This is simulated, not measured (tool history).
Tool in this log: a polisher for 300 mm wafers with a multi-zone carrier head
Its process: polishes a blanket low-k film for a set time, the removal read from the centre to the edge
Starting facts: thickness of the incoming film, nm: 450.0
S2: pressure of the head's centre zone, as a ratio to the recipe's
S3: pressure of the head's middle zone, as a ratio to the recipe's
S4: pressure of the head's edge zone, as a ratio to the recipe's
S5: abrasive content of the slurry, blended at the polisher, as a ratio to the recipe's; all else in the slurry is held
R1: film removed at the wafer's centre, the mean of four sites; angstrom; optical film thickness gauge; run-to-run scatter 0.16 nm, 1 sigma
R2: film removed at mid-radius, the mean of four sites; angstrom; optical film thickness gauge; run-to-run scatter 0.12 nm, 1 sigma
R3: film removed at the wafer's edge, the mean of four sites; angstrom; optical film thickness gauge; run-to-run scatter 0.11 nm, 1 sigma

Run 1, hour 0.0: flow of slurry (ml/min) 315, S2 1.00, S3 1.00, S4 1.00, S5 1.00, polishing time (s) 45. Result: R1 156.930 angstrom, R2 153.010 angstrom, R3 151.690 angstrom.
Run 2, hour 8.9: flow of slurry (ml/min) 315, S2 1.00, S3 1.00, S4 1.00, S5 0.90, polishing time (s) 45. Result: R1 144.670 angstrom, R2 139.670 angstrom, R3 138.710 angstrom.
Run 3, hour 14.3: flow of slurry (ml/min) 355, S2 1.00, S3 1.00, S4 1.00, S5 0.90, polishing time (s) 45. Result: R1 145.570 angstrom, R2 137.750 angstrom, R3 142.760 angstrom.
Run 4, hour 21.4: flow of slurry (ml/min) 365, S2 1.00, S3 0.97, S4 0.99, S5 0.85, polishing time (s) 45. Result: R1 139.330 angstrom, R2 132.080 angstrom, R3 134.060 angstrom.
Run 5, hour 22.8: flow of slurry (ml/min) 325, S2 1.00, S3 0.97, S4 0.99, S5 0.85, polishing time (s) 45. Result: R1 140.480 angstrom, R2 128.950 angstrom, R3 136.550 angstrom.
Run 6, hour 30.2: flow of slurry (ml/min) 325, S2 1.00, S3 0.94, S4 0.98, S5 0.80, polishing time (s) 45. Result: R1 136.680 angstrom, R2 122.020 angstrom, R3 126.860 angstrom.
Run 7, hour 35.9: flow of slurry (ml/min) 330, S2 1.00, S3 0.91, S4 1.01, S5 0.75, polishing time (s) 45. Result: R1 123.990 angstrom, R2 109.470 angstrom, R3 120.900 angstrom.
Run 8, hour 41.9: flow of slurry (ml/min) 330, S2 1.01, S3 0.89, S4 1.02, S5 0.75, polishing time (s) 45. Result: R1 121.840 angstrom, R2 108.900 angstrom, R3 121.290 angstrom.

Run 9, settings as shown, results not yet in. Your forecast:
At hour 50.2: centre zone pressure recalibrated.
Run 9, hour 50.2: flow of slurry (ml/min) 290, S2 1.11, S3 0.81, S4 1.12, S5 0.60, polishing time (s) 45. Result: R1 ?, R2 ?, R3 ?.

Run 9 gave R1 96.962 angstrom, R2 74.993 angstrom, R3 96.021 angstrom.
